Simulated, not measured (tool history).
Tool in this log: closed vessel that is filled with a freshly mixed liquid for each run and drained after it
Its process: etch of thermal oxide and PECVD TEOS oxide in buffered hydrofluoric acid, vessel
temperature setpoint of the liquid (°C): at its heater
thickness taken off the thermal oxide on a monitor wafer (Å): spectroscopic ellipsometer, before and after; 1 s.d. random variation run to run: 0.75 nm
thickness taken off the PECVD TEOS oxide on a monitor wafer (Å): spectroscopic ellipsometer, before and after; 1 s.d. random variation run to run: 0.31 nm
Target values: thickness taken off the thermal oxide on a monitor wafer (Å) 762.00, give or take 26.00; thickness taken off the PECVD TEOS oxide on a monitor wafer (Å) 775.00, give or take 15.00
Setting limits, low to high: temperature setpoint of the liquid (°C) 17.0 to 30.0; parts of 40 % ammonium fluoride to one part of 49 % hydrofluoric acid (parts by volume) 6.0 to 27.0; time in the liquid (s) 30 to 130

run  hour  temperature setpoint of the liquid (°C)  parts of 40 % ammonium fluoride to one part of 49 % hydrofluoric acid (parts by volume)  time in the liquid (s)  thickness taken off the thermal oxide on a monitor wafer (Å)  thickness taken off the PECVD TEOS oxide on a monitor wafer (Å)
  1   0.0                                     22.0                                                                                     16.5                      65                                                        418.17                                                           427.76
  2   8.8                                     23.5                                                                                     16.0                      65                                                        468.90                                                           479.46
  3  14.1                                     23.5                                                                                     12.0                      65                                                        618.02                                                           638.48
  4  16.0                                     21.0                                                                                     12.0                      65                                                        548.10                                                           552.94
  5  18.3                                     22.0                                                                                     12.0                      65                                                        589.36                                                           584.26
  6  24.1                                     25.0                                                                                     12.0                      65                                                        682.33                                                           688.07
  7  28.8                                     25.5                                                                                     12.0                      65                                                        693.25                                                           708.58
  8  30.2                                     26.0                                                                                     12.0                      65                                                        703.68                                                           724.35
  9  31.5                                     26.5                                                                                     12.0                      65                                                        741.99                                                           746.47
 10  39.7                                     27.0                                                                                     11.5                      65                                                        784.34                                                           797.81

Of the 4 settings listed for the next run, only one would bring every result within its allowed miss of target. Which one?
  A  47.9                                     25.0                                                                                      9.0                      60                                                             ?                                                                ?
  B  47.9                                     30.0                                                                                     27.0                     120                                                             ?                                                                ?
  C  47.9                                     24.0                                                                                      7.5                      50                                                             ?                                                                ?
  D  47.9                                     27.5                                                                                     19.0                     105                                                             ?                                                                ?

move  thickness taken off the thermal oxide on a monitor wafer (Å)  thickness taken off the PECVD TEOS oxide on a monitor wafer (Å)
   A                                                        797.26                                                           805.73
   B                                                        805.49                                                           814.04
   C                                                        766.69                                                           774.83
   D                                                        796.69                                                           805.15
A: its largest miss is bigger than the last run's
B: its largest miss is bigger than the last run's
C: every result within its allowed miss
D: its largest miss is bigger than the last run's
Correct choice: C, which meets every target

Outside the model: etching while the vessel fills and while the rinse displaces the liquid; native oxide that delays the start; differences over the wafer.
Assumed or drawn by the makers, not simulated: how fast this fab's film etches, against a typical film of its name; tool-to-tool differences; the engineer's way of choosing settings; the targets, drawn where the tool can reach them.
